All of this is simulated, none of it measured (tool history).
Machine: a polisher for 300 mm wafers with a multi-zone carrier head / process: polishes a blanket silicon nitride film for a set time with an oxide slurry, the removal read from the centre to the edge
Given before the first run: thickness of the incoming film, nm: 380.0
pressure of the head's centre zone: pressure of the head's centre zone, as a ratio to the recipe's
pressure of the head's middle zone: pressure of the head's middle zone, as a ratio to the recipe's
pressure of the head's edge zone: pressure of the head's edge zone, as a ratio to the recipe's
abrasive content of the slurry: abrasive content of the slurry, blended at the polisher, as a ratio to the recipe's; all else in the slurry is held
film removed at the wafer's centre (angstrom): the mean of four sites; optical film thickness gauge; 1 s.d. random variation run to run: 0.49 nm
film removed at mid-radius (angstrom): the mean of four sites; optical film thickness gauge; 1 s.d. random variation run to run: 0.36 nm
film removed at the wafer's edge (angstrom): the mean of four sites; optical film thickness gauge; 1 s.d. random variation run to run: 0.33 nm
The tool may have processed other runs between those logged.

run  hour  flow of slurry (ml/min)  pressure of the head's centre zone  pressure of the head's middle zone  pressure of the head's edge zone  abrasive content of the slurry  polishing time (s)  film removed at the wafer's centre (angstrom)  film removed at mid-radius (angstrom)  film removed at the wafer's edge (angstrom)
  1   0.0                      230                                1.00                                1.00                              1.00                            1.00                  61                                         448.63                                 435.83                                       435.22
  2   3.5                      275                                1.00                                1.00                              1.00                            1.00                  61                                         449.09                                 439.52                                       426.92
  3   8.8                      285                                1.01                                1.01                              0.96                            0.85                  58                                         395.91                                 393.02                                       373.28
  4  10.7                      255                                1.01                                1.01                              0.96                            0.85                  58                                         389.87                                 385.02                                       362.57
  5  17.3                      255                                1.01                                1.01                              1.02                            0.85                  58                                         385.55                                 392.55                                       377.77
  6  20.0                      260                                1.04                                1.02                              0.98                            0.75                  57                                         373.74                                 367.49                                       346.28
  7  20.7                      265                                1.06                                1.03                              0.95                            0.70                  56                                         356.90                                 344.38                                       324.20
  8  28.2                      270                                1.08                                1.05                              0.91                            0.65                  56                                         353.81                                 338.48                                       297.16
  9  36.5                      265                                1.07                                1.05                              0.89                            0.60                  56                                         327.97                                 318.87                                       288.92
 10  41.8                      285                                1.14                                1.12                              0.84                            0.50                  54                                         311.79                                 290.87                                       235.30

Estimate the outcome of run 11 from the log above:
 11  46.9                      285                                1.13                                1.11                              0.86                            0.50                  54                                              ?                                      ?                                            ?

film removed at the wafer's centre (angstrom): 299.82
film removed at mid-radius (angstrom): 286.53
film removed at the wafer's edge (angstrom): 243.78

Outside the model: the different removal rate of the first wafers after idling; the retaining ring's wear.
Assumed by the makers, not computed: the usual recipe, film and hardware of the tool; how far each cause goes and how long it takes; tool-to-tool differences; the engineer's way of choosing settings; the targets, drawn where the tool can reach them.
